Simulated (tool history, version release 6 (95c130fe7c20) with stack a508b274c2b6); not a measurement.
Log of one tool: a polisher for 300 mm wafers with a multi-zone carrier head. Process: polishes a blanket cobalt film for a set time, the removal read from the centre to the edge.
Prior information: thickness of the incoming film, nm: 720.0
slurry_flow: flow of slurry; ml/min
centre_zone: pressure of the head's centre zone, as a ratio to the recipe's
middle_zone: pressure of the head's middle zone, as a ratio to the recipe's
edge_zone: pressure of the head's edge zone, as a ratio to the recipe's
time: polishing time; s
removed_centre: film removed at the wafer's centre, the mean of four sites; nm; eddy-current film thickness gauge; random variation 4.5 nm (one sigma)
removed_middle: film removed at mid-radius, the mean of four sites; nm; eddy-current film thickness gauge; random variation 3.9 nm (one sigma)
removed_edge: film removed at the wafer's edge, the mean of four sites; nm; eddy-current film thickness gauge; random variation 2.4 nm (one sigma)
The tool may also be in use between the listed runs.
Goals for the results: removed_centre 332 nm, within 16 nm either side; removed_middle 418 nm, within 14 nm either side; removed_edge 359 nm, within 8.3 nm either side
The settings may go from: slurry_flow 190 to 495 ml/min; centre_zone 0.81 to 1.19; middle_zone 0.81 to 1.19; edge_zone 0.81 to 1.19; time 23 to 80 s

| run | hour | slurry_flow | centre_zone | middle_zone | edge_zone | time | removed_centre | removed_middle | removed_edge |
|---|---|---|---|---|---|---|---|---|---|
| 1 | 0 | 320 | 1 | 1 | 1 | 51 | 301.63 | 300.81 | 291.75 |
| 2 | 3.5 | 320 | 1 | 0.95 | 1 | 51 | 299.48 | 280.35 | 290.86 |
| 3 | 9.1 | 270 | 1 | 0.95 | 1 | 51 | 299.12 | 281.41 | 287.79 |
| 4 | 12.9 | 270 | 0.99 | 0.98 | 1.02 | 52 | 289.48 | 297.04 | 297.32 |
| 5 | 21.5 | 270 | 0.99 | 0.98 | 1.02 | 40 | 232.3 | 225.6 | 228.04 |
| 6 | 27 | 275 | 1 | 1.01 | 1.04 | 43 | 251.19 | 252.82 | 245.17 |
| 7 | 33 | 280 | 1 | 1.03 | 1.06 | 45 | 261.85 | 267.12 | 264.29 |
| 8 | 40.6 | 280 | 1 | 1.05 | 1.06 | 47 | 277.19 | 282.39 | 277.2 |
| 9 | 41.8 | 280 | 1 | 1.05 | 1.06 | 47 | 269.1 | 282.08 | 273.83 |
| 10 | 43.2 | 285 | 1 | 1.07 | 1.06 | 49 | 284.99 | 306 | 283.44 |
| 11 | 47.2 | 290 | 1 | 1.09 | 1.07 | 50 | 296.26 | 319.67 | 291.2 |
| 12 | 53.1 | 295 | 0.99 | 1.11 | 1.09 | 51 | 292.23 | 331.4 | 300.68 |
| 13 | 60.9 | 300 | 0.99 | 1.12 | 1.1 | 52 | 294.99 | 331.08 | 309.92 |
| 14 | 67.9 | 295 | 0.99 | 1.13 | 1.1 | 53 | 310.55 | 342.25 | 312.58 |
| 15 | 68.6 | 305 | 0.98 | 1.14 | 1.1 | 54 | 318.59 | 354.48 | 327.15 |
| 16 | 76.7 | 290 | 0.96 | 1.15 | 1.09 | 55 | 303.37 | 360.08 | 324.86 |
| 17 | 83.2 | 290 | 0.96 | 1.15 | 1.09 | 55 | 308.22 | 359.86 | 328.16 |

Which of these 4 next moves meets every target?
| A | 89.7 | 380 | 1.04 | 1.11 | 1.07 | 58 | ? | ? | ? |
| B | 89.7 | 305 | 0.92 | 1.19 | 1.07 | 61 | ? | ? | ? |
| C | 89.7 | 270 | 1.02 | 1.02 | 1.19 | 57 | ? | ? | ? |
| D | 89.7 | 310 | 0.94 | 0.82 | 1.14 | 58 | ? | ? | ? |

| move | removed_centre | removed_middle | removed_edge |
|---|---|---|---|
| A | 361.72 | 377.7 | 345.49 |
| B | 330.28 | 415.08 | 358.35 |
| C | 338.13 | 336.12 | 351.59 |
| D | 320.56 | 288.75 | 353.95 |
A: nearer than the last run, and not there yet
B: in spec on every target
C: its largest miss is bigger than the last run's
D: its largest miss is bigger than the last run's
Go with B: it meets all targets.

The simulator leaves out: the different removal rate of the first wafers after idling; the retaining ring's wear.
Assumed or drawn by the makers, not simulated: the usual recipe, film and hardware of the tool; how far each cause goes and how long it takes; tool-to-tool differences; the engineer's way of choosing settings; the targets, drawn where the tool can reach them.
